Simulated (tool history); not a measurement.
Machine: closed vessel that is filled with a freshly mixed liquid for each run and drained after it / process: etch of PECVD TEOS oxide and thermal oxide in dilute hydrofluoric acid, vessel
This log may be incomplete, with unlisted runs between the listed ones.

run	hour	temperature setpoint of the liquid (C)	parts of water to one part of 49 % hydrofluoric acid (parts by volume)	time in the liquid (s)	thickness taken off the PECVD TEOS oxide on a monitor wafer (angstrom)	thickness taken off the thermal oxide on a monitor wafer (angstrom)
1	0	24	70	410	521.55	309.21
2	8.2	22.5	75	410	453.82	271.57
3	9.4	21.5	80	410	401.36	239.21
4	10.4	21.5	80	250	244.01	147.28
5	11.2	22	80	250	250.29	148.43
6	17.1	25	80	250	282.99	169.45

Estimate the outcome of run 7 from the log above:
7	18.1	24.5	80	250	?	?

thickness taken off the PECVD TEOS oxide on a monitor wafer (angstrom): 280.96
thickness taken off the thermal oxide on a monitor wafer (angstrom): 164.34
